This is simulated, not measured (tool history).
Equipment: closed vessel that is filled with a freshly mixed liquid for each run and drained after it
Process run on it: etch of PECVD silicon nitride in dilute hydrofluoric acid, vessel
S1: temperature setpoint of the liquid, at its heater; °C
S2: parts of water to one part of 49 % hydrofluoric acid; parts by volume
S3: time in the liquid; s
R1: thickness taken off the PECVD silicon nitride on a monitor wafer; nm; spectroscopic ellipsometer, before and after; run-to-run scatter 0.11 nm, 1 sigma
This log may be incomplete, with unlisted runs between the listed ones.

Run 1, day 0.000: S1 21.0 °C, S2 230 parts by volume, S3 1905 s. Result: R1 24.460 nm.
Run 2, day 0.183: S1 21.0 °C, S2 230 parts by volume, S3 2030 s. Result: R1 26.142 nm.
Run 3, day 0.458: S1 21.0 °C, S2 285 parts by volume, S3 2030 s. Result: R1 20.808 nm.
Run 4, day 0.704: S1 20.0 °C, S2 290 parts by volume, S3 2030 s. Result: R1 19.258 nm.
Run 5, day 0.879: S1 19.5 °C, S2 295 parts by volume, S3 2030 s. Result: R1 18.313 nm.
Run 6, day 1.050: S1 19.0 °C, S2 300 parts by volume, S3 2030 s. Result: R1 17.488 nm.
Run 7, day 1.254: S1 18.5 °C, S2 305 parts by volume, S3 2030 s. Result: R1 16.726 nm.
Run 8, day 1.571: S1 18.0 °C, S2 310 parts by volume, S3 2030 s. Result: R1 15.800 nm.

What will run 9 give?
Run 9, day 1.633: S1 18.0 °C, S2 315 parts by volume, S3 2030 s. Result: R1 ?.

R1: 15.672 nm
